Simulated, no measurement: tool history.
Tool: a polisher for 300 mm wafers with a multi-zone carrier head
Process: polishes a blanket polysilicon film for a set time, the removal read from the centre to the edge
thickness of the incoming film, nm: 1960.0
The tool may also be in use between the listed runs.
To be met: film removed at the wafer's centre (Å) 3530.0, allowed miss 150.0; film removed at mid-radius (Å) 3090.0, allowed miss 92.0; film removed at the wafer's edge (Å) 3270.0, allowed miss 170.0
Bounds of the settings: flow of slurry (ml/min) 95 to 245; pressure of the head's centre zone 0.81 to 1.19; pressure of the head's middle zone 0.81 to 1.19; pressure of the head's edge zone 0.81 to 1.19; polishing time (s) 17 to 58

run    day  flow of slurry (ml/min)  pressure of the head's centre zone  pressure of the head's middle zone  pressure of the head's edge zone  polishing time (s)  film removed at the wafer's centre (Å)  film removed at mid-radius (Å)  film removed at the wafer's edge (Å)
  1  0.000                      155                                1.00                                1.00                              1.00                  37                                  2663.7                          2641.5                                2645.8
  2  0.021                      155                                0.93                                1.00                              1.00                  37                                  2555.1                          2677.1                                2671.7
  3  0.233                      155                                0.93                                1.00                              1.00                  46                                  3103.2                          3339.4                                3341.2
  4  0.542                      155                                0.98                                0.98                              0.99                  46                                  3223.5                          3209.0                                3299.0
  5  0.821                      170                                0.98                                0.98                              0.99                  46                                  3356.3                          3336.5                                3381.3
  6  1.029                      170                                0.98                                0.98                              0.95                  46                                  3307.9                          3282.1                                3373.9
  7  1.208                      170                                1.01                                0.97                              0.95                  46                                  3466.8                          3296.7                                3307.7
  8  1.562                      165                                1.02                                0.95                              0.95                  46                                  3408.1                          3238.7                                3242.3

4 next moves are on the table. One of them brings every result within its allowed miss. Which?
  A  1.917                      185                                1.08                                0.94                              0.96                  44                                       ?                               ?                                     ?
  B  1.917                      130                                1.00                                1.10                              0.87                  47                                       ?                               ?                                     ?
  C  1.917                      155                                1.02                                0.91                              0.89                  50                                       ?                               ?                                     ?
  D  1.917                      170                                0.97                                0.91                              0.97                  48                                       ?                               ?                                     ?

move  film removed at the wafer's centre (Å)  film removed at mid-radius (Å)  film removed at the wafer's edge (Å)
   A                                  3556.5                          3156.8                                3282.5
   B                                  3283.8                          3525.9                                3175.3
   C                                  3711.1                          3393.9                                3518.4
   D                                  3483.9                          3316.8                                3561.3
A: meets every target
B: further off than the last run
C: further off than the last run
D: further off than the last run
The right move is A.
